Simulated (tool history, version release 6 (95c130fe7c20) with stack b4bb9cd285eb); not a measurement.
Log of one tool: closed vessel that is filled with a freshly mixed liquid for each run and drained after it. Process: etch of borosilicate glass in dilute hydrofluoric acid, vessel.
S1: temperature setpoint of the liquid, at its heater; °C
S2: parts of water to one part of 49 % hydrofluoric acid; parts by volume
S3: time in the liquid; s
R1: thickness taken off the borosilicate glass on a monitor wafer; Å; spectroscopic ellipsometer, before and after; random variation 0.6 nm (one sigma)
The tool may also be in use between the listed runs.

run  hour    S1   S2   S3      R1
  1     0    20  125  215  407.03
  2   4.4    20  155  215  322.79
  3  11.2  22.5  155  215  352.69
  4    16    23  140  215  405.12
  5  23.9    23  110  215  530.36
  6  28.6    23  110  215  531.85
  7  37.6  23.5  105  215  568.86
  8  45.2    24  100  215  610.26
  9    53  24.5   95  215  667.91

Run 10 comes next. What will it give?
 10  57.5  25  90  215   ?

{"run 10": {"R1": 726.25}}
